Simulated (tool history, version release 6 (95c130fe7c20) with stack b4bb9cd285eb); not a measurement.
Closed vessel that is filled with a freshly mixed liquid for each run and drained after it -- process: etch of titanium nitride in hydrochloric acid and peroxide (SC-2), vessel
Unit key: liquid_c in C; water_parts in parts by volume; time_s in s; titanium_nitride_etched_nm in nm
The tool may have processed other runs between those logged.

{"run": 1, "hour": 0.0, "liquid_c": 55, "water_parts": 6, "time_s": 170, "titanium_nitride_etched_nm": 7.1324}
{"run": 2, "hour": 6.4, "liquid_c": 55, "water_parts": 6, "time_s": 170, "titanium_nitride_etched_nm": 7.0841}
{"run": 3, "hour": 15.2, "liquid_c": 51, "water_parts": 6, "time_s": 170, "titanium_nitride_etched_nm": 5.4797}
{"run": 4, "hour": 24.2, "liquid_c": 46, "water_parts": 6, "time_s": 170, "titanium_nitride_etched_nm": 3.9124}
{"run": 5, "hour": 26.1, "liquid_c": 46, "water_parts": 6, "time_s": 170, "titanium_nitride_etched_nm": 3.8892}
{"run": 6, "hour": 30.4, "liquid_c": 45, "water_parts": 6, "time_s": 170, "titanium_nitride_etched_nm": 3.5781}
{"run": 7, "hour": 37.0, "liquid_c": 44.5, "water_parts": 6, "time_s": 170, "titanium_nitride_etched_nm": 3.5339}
{"run": 8, "hour": 43.1, "liquid_c": 44, "water_parts": 6, "time_s": 170, "titanium_nitride_etched_nm": 3.4016}

Predict the results of run 9:
{"run": 9, "hour": 49.8, "liquid_c": 41.5, "water_parts": 6, "time_s": 170, "titanium_nitride_etched_nm": "?"}

{"run 9": {"titanium_nitride_etched_nm": 2.8459}}
